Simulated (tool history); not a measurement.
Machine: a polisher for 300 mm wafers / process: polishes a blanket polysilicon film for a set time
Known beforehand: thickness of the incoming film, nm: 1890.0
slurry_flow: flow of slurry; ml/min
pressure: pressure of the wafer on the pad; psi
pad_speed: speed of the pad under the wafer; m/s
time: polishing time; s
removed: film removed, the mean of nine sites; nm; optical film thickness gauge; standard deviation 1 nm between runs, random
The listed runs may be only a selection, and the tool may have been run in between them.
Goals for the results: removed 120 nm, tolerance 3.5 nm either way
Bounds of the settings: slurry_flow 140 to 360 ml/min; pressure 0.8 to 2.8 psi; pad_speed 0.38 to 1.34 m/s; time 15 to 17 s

run 1 hour=0 | slurry_flow=230 pressure=1.8 pad_speed=0.86 time=17 | removed=94.049
run 2 hour=2 | slurry_flow=230 pressure=2.2 pad_speed=0.86 time=17 | removed=115.18
run 3 hour=5.9 | slurry_flow=230 pressure=2.2 pad_speed=0.86 time=17 | removed=112.98
run 4 hour=9.5 | slurry_flow=230 pressure=2.2 pad_speed=1.06 time=17 | removed=138.48
run 5 hour=16.2 | slurry_flow=285 pressure=2.2 pad_speed=1.06 time=17 | removed=144.87
run 6 hour=20.4 | slurry_flow=275 pressure=2.1 pad_speed=1.06 time=17 | removed=136.33
run 7 hour=29 | slurry_flow=265 pressure=2 pad_speed=1.06 time=17 | removed=128.5
run 8 hour=30.7 | slurry_flow=260 pressure=2 pad_speed=1.06 time=17 | removed=130.5
run 9 hour=35.1 | slurry_flow=255 pressure=2 pad_speed=1.06 time=17 | removed=129.48
run 10 hour=36.6 | slurry_flow=250 pressure=2 pad_speed=1.06 time=17 | removed=129.74

Exercise: of the 4 proposed moves below, exactly one satisfies all targets within the stated allowed misses. Which move is it?
run A hour=38.1 | slurry_flow=305 pressure=1.4 pad_speed=1.26 time=17 | removed=?
run B hour=38.1 | slurry_flow=315 pressure=2 pad_speed=1.02 time=16 | removed=?
run C hour=38.1 | slurry_flow=270 pressure=2.3 pad_speed=1.12 time=15 | removed=?
run D hour=38.1 | slurry_flow=205 pressure=1.7 pad_speed=1.24 time=15 | removed=?

move=A removed=110.53
move=B removed=117.79
move=C removed=135.84
move=D removed=109.47
A: takes the biggest miss from the last run beyond its target
B: every result within its allowed miss
C: its largest miss is bigger than the last run's
D: takes the biggest miss from the last run beyond its target
The move that meets every target is B.
